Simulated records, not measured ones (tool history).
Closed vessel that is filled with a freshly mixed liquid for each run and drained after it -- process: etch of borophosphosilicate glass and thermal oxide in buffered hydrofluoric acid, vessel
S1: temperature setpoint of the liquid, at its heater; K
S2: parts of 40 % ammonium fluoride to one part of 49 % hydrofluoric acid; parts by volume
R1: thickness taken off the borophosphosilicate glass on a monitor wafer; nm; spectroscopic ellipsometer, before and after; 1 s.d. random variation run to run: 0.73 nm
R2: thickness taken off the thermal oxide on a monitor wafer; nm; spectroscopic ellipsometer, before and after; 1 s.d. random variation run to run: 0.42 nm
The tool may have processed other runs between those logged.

{"run": 1, "hour": 0.0, "S1": 296.15, "S2": 7.5, "time in the liquid (s)": 60, "R1": 252.01, "R2": 74.148}
{"run": 2, "hour": 2.7, "S1": 296.15, "S2": 9.0, "time in the liquid (s)": 60, "R1": 207.1, "R2": 61.034}
{"run": 3, "hour": 5.1, "S1": 296.15, "S2": 9.0, "time in the liquid (s)": 70, "R1": 239.77, "R2": 70.426}
{"run": 4, "hour": 9.1, "S1": 293.15, "S2": 9.0, "time in the liquid (s)": 70, "R1": 205.62, "R2": 59.956}
{"run": 5, "hour": 13.0, "S1": 293.15, "S2": 9.0, "time in the liquid (s)": 90, "R1": 263.5, "R2": 76.598}
{"run": 6, "hour": 18.3, "S1": 291.15, "S2": 9.0, "time in the liquid (s)": 90, "R1": 237.06, "R2": 68.267}
{"run": 7, "hour": 25.7, "S1": 291.15, "S2": 9.5, "time in the liquid (s)": 90, "R1": 228.44, "R2": 66.542}
{"run": 8, "hour": 33.0, "S1": 290.65, "S2": 10.0, "time in the liquid (s)": 90, "R1": 215.04, "R2": 61.617}

Estimate the outcome of run 9 from the log above:
{"run": 9, "hour": 40.5, "S1": 290.65, "S2": 10.5, "time in the liquid (s)": 90, "R1": "?", "R2": "?"}

For run 9 the tool returned R1 206.16 nm, R2 59.381 nm.
